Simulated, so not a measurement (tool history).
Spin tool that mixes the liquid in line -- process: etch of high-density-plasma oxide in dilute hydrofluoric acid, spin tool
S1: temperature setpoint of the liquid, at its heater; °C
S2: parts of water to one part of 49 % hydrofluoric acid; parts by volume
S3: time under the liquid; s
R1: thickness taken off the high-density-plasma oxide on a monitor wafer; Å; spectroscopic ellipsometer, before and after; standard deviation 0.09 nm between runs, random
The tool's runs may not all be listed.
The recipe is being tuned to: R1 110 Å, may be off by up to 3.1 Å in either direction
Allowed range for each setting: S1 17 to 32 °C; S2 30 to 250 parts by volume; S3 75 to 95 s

Run 1, hour 0: S1 24 °C, S2 140 parts by volume, S3 95 s. Result: R1 34.149 Å.
Run 2, hour 6.7: S1 24 °C, S2 120 parts by volume, S3 95 s. Result: R1 40.937 Å.
Run 3, hour 8.1: S1 24 °C, S2 120 parts by volume, S3 95 s. Result: R1 40.837 Å.
Run 4, hour 11.4: S1 22.5 °C, S2 120 parts by volume, S3 95 s. Result: R1 38.694 Å.
Run 5, hour 16: S1 25 °C, S2 95 parts by volume, S3 95 s. Result: R1 55.646 Å.
Run 6, hour 21.2: S1 25 °C, S2 75 parts by volume, S3 95 s. Result: R1 71.47 Å.
Run 7, hour 29.2: S1 25 °C, S2 75 parts by volume, S3 95 s. Result: R1 71.308 Å.
Run 8, hour 33.7: S1 27 °C, S2 70 parts by volume, S3 95 s. Result: R1 84.447 Å.
Run 9, hour 40.2: S1 28 °C, S2 70 parts by volume, S3 95 s. Result: R1 88.359 Å.
Run 10, hour 43: S1 29 °C, S2 70 parts by volume, S3 95 s. Result: R1 91.121 Å.
Run 11, hour 51: S1 32 °C, S2 55 parts by volume, S3 95 s. Result: R1 135.77 Å.
Run 12, hour 59.6: S1 31 °C, S2 55 parts by volume, S3 95 s. Result: R1 128.04 Å.
Run 13, hour 67: S1 31 °C, S2 55 parts by volume, S3 95 s. Result: R1 127.71 Å.
Run 14, hour 72.5: S1 30.5 °C, S2 55 parts by volume, S3 95 s. Result: R1 126.38 Å.
At hour 78.2: hydrofluoric acid flow meter replaced.
Run 15, hour 78.2: S1 26.5 °C, S2 55 parts by volume, S3 95 s. Result: R1 115.58 Å.
Run 16, hour 80.5: S1 26.5 °C, S2 55 parts by volume, S3 95 s. Result: R1 115.59 Å.
Run 17, hour 88.6: S1 26 °C, S2 55 parts by volume, S3 95 s. Result: R1 115.64 Å.

Exercise: of the 4 proposed moves below, exactly one satisfies all targets within the stated allowed misses. Which move is it?
Run A, hour 96.7: S1 30.5 °C, S2 70 parts by volume, S3 95 s. Result: R1 ?.
Run B, hour 96.7: S1 21.5 °C, S2 50 parts by volume, S3 95 s. Result: R1 ?.
Run C, hour 96.7: S1 25 °C, S2 55 parts by volume, S3 95 s. Result: R1 ?.
Run D, hour 96.7: S1 30 °C, S2 70 parts by volume, S3 95 s. Result: R1 ?.

move      R1
   A  105.33
   B  105.59
   C  110.21
   D  103.32
A: takes the result that was furthest off past its target
B: takes the result that was furthest off past its target
C: hits every target within its allowed miss
D: takes the result that was furthest off past its target
So the answer is move C, the one that meets all the targets.
